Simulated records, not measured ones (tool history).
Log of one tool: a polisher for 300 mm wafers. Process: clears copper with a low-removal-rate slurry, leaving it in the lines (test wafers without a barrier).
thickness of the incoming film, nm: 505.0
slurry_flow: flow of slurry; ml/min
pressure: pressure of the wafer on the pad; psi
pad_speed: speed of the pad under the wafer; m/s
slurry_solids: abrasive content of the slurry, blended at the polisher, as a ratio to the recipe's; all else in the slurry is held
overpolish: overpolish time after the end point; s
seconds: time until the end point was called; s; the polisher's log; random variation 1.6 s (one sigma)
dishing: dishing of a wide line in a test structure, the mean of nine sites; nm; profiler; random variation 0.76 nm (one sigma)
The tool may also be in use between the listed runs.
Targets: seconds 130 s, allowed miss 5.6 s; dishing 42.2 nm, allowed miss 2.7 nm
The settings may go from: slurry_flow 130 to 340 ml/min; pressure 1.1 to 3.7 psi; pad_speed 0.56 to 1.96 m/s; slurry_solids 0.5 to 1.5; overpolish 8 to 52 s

{"run": 1, "hour": 0.0, "slurry_flow": 220, "pressure": 2.4, "pad_speed": 1.26, "slurry_solids": 1, "overpolish": 26, "seconds": 228.21, "dishing": 34.164}
{"run": 2, "hour": 1.2, "slurry_flow": 220, "pressure": 2.6, "pad_speed": 1.26, "slurry_solids": 1, "overpolish": 25, "seconds": 209.14, "dishing": 35.57}
{"run": 3, "hour": 5.5, "slurry_flow": 220, "pressure": 2.1, "pad_speed": 1.26, "slurry_solids": 1, "overpolish": 25, "seconds": 255.94, "dishing": 30.247}
{"run": 4, "hour": 11.2, "slurry_flow": 220, "pressure": 2.4, "pad_speed": 1.28, "slurry_solids": 1, "overpolish": 24, "seconds": 223.43, "dishing": 31.594}
{"run": 5, "hour": 13.3, "slurry_flow": 220, "pressure": 2.6, "pad_speed": 1.28, "slurry_solids": 1, "overpolish": 23, "seconds": 202.93, "dishing": 32.078}
{"run": 6, "hour": 21.8, "slurry_flow": 220, "pressure": 2.8, "pad_speed": 1.28, "slurry_solids": 1, "overpolish": 23, "seconds": 190.35, "dishing": 34.748}
{"run": 7, "hour": 25.9, "slurry_flow": 225, "pressure": 3.4, "pad_speed": 1.36, "slurry_solids": 1, "overpolish": 16, "seconds": 148.95, "dishing": 32.402}
{"hour": 32.9, "done": "slurry nozzle cleaned"}
{"run": 8, "hour": 32.9, "slurry_flow": 225, "pressure": 3.4, "pad_speed": 1.36, "slurry_solids": 1, "overpolish": 17, "seconds": 138.58, "dishing": 36.223}

Which of these 4 next moves meets every target?
{"run": "A", "hour": 39.9, "slurry_flow": 270, "pressure": 3.7, "pad_speed": 1.5, "slurry_solids": 0.95, "overpolish": 21, "seconds": "?", "dishing": "?"}
{"run": "B", "hour": 39.9, "slurry_flow": 225, "pressure": 3.3, "pad_speed": 1.48, "slurry_solids": 1, "overpolish": 20, "seconds": "?", "dishing": "?"}
{"run": "C", "hour": 39.9, "slurry_flow": 240, "pressure": 3.6, "pad_speed": 1.42, "slurry_solids": 0.9, "overpolish": 26, "seconds": "?", "dishing": "?"}
{"run": "D", "hour": 39.9, "slurry_flow": 315, "pressure": 3.7, "pad_speed": 1.48, "slurry_solids": 0.9, "overpolish": 21, "seconds": "?", "dishing": "?"}

move=A seconds=114.56 dishing=47.778
move=B seconds=131.18 dishing=42.401
move=C seconds=127.25 dishing=50.573
move=D seconds=115.67 dishing=47.516
A: takes the result that was furthest off past its target
B: meets every target
C: takes the result that was furthest off past its target
D: takes the result that was furthest off past its target
The right move is B.

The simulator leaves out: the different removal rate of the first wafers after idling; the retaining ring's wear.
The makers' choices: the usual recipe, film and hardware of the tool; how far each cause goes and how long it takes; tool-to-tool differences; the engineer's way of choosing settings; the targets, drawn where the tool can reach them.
